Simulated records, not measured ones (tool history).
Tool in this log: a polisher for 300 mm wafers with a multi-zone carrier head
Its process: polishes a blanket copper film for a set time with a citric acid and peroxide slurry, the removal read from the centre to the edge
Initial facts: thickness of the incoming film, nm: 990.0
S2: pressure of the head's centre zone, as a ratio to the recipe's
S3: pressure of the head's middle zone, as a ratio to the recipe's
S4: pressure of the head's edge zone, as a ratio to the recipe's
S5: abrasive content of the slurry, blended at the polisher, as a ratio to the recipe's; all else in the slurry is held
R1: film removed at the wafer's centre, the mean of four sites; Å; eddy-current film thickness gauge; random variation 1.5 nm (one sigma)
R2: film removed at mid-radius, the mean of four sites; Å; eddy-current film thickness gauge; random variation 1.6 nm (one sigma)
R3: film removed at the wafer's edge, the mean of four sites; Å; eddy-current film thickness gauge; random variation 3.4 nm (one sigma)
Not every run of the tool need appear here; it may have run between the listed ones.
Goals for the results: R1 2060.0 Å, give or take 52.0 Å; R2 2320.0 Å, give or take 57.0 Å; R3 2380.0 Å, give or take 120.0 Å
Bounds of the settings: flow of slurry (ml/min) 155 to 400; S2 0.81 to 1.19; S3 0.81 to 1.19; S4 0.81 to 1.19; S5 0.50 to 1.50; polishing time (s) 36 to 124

{"run": 1, "hour": 0.0, "flow of slurry (ml/min)": 255, "S2": 1.0, "S3": 1.0, "S4": 1.0, "S5": 1.0, "polishing time (s)": 79, "R1": 1654.1, "R2": 1680.9, "R3": 1658.6}
{"run": 2, "hour": 6.7, "flow of slurry (ml/min)": 255, "S2": 1.0, "S3": 1.0, "S4": 1.0, "S5": 1.0, "polishing time (s)": 88, "R1": 1848.0, "R2": 1867.2, "R3": 1809.6}
{"run": 3, "hour": 11.0, "flow of slurry (ml/min)": 255, "S2": 1.0, "S3": 1.0, "S4": 1.0, "S5": 1.0, "polishing time (s)": 100, "R1": 2061.9, "R2": 2096.7, "R3": 2131.2}
{"run": 4, "hour": 18.1, "flow of slurry (ml/min)": 255, "S2": 1.0, "S3": 1.0, "S4": 1.06, "S5": 1.0, "polishing time (s)": 100, "R1": 2083.2, "R2": 2106.3, "R3": 2138.8}
{"run": 5, "hour": 25.2, "flow of slurry (ml/min)": 255, "S2": 1.0, "S3": 1.0, "S4": 1.13, "S5": 1.0, "polishing time (s)": 100, "R1": 2069.6, "R2": 2087.7, "R3": 2215.2}
{"run": 6, "hour": 30.6, "flow of slurry (ml/min)": 265, "S2": 0.99, "S3": 1.02, "S4": 1.15, "S5": 1.05, "polishing time (s)": 100, "R1": 2096.3, "R2": 2175.3, "R3": 2342.3}
{"run": 7, "hour": 38.4, "flow of slurry (ml/min)": 270, "S2": 0.98, "S3": 1.03, "S4": 1.14, "S5": 1.05, "polishing time (s)": 100, "R1": 2095.0, "R2": 2176.5, "R3": 2245.3}
{"run": 8, "hour": 44.9, "flow of slurry (ml/min)": 255, "S2": 0.97, "S3": 1.04, "S4": 1.15, "S5": 1.1, "polishing time (s)": 100, "R1": 2079.6, "R2": 2256.2, "R3": 2259.4}
{"run": 9, "hour": 46.4, "flow of slurry (ml/min)": 260, "S2": 0.96, "S3": 1.04, "S4": 1.16, "S5": 1.1, "polishing time (s)": 100, "R1": 2081.2, "R2": 2223.0, "R3": 2261.1}
{"run": 10, "hour": 48.7, "flow of slurry (ml/min)": 265, "S2": 0.93, "S3": 1.04, "S4": 1.17, "S5": 1.1, "polishing time (s)": 101, "R1": 2046.0, "R2": 2243.5, "R3": 2309.9}

Below are 4 possible settings for the next run. Only one of them brings all results inside the allowed miss of their targets. Which is it?
{"run": "A", "hour": 51.0, "flow of slurry (ml/min)": 370, "S2": 1.0, "S3": 1.17, "S4": 1.08, "S5": 1.05, "polishing time (s)": 96, "R1": "?", "R2": "?", "R3": "?"}
{"run": "B", "hour": 51.0, "flow of slurry (ml/min)": 220, "S2": 0.95, "S3": 1.03, "S4": 1.19, "S5": 1.0, "polishing time (s)": 102, "R1": "?", "R2": "?", "R3": "?"}
{"run": "C", "hour": 51.0, "flow of slurry (ml/min)": 255, "S2": 0.9, "S3": 1.04, "S4": 1.19, "S5": 1.0, "polishing time (s)": 106, "R1": "?", "R2": "?", "R3": "?"}
{"run": "D", "hour": 51.0, "flow of slurry (ml/min)": 285, "S2": 0.97, "S3": 1.02, "S4": 1.15, "S5": 1.3, "polishing time (s)": 94, "R1": "?", "R2": "?", "R3": "?"}

move=A R1=2087.5 R2=2404.9 R3=2153.9
move=B R1=2037.2 R2=2203.0 R3=2316.6
move=C R1=2074.5 R2=2332.9 R3=2427.5
move=D R1=2063.6 R2=2182.0 R3=2260.6
A: takes the biggest miss from the last run beyond its target
B: its largest miss is bigger than the last run's
C: every result lands within tolerance
D: its largest miss is bigger than the last run's
C meets every target.
